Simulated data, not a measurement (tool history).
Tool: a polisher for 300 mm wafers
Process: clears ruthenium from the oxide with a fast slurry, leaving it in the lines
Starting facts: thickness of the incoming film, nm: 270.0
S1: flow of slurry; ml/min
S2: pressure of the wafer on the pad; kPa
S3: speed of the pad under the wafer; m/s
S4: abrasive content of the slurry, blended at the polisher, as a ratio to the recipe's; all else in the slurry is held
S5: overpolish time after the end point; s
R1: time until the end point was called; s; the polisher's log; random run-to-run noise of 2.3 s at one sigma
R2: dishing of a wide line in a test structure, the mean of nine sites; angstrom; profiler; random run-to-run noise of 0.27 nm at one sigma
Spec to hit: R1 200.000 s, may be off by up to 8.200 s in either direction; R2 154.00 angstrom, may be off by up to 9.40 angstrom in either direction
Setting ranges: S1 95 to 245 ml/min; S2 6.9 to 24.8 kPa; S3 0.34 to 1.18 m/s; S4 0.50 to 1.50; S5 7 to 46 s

run  hour   S1    S2    S3    S4  S5       R1      R2
  1   0.0  155  15.9  0.76  1.00  24  113.560  508.17
  2   2.8  155  20.0  0.76  1.00  24   92.629  592.82
  3   7.7  155  20.0  0.76  1.15  24   89.437  639.18
  4  15.2  170  20.0  0.76  1.15  24   89.071  616.20
  5  22.7  175  18.6  0.70  1.10  20  102.500  449.29
  6  25.9  175  16.5  0.66  1.10  18  120.410  371.70
  7  30.9  175  15.2  0.64  1.05  16  137.930  293.40
  8  37.5  175  13.8  0.64  1.05  15  148.120  253.94
  9  45.5  175  13.8  0.64  1.05  15  148.610  260.10
 10  53.0  175  13.1  0.64  1.05  14  154.790  224.90
 11  57.2  175  12.4  0.64  1.05  14  160.640  220.39
 12  60.7  175  11.7  0.64  1.05  14  166.140  210.04
 13  65.4  165   8.3  0.64  1.05  10  229.150  116.64

Consider the 4 candidate settings below. Which is the only one whose results all fall within their allowed miss of target?
  A  70.1  145   8.3  0.56  1.15  16   ?   ?
  B  70.1  145   8.3  0.66  1.25  15   ?   ?
  C  70.1  140   6.9  0.66  1.15  16   ?   ?
  D  70.1  155  10.3  0.58  1.30  12   ?   ?

move       R1      R2
   A  252.930  160.64
   B  210.540  180.14
   C  250.080  162.41
   D  194.650  156.70
A: the worst result of the last run now meets its target, but another is out of spec
B: takes the result that was furthest off past its target
C: the worst result of the last run now meets its target, but another is out of spec
D: all results in spec
D is the move that brings every result within its allowed miss.

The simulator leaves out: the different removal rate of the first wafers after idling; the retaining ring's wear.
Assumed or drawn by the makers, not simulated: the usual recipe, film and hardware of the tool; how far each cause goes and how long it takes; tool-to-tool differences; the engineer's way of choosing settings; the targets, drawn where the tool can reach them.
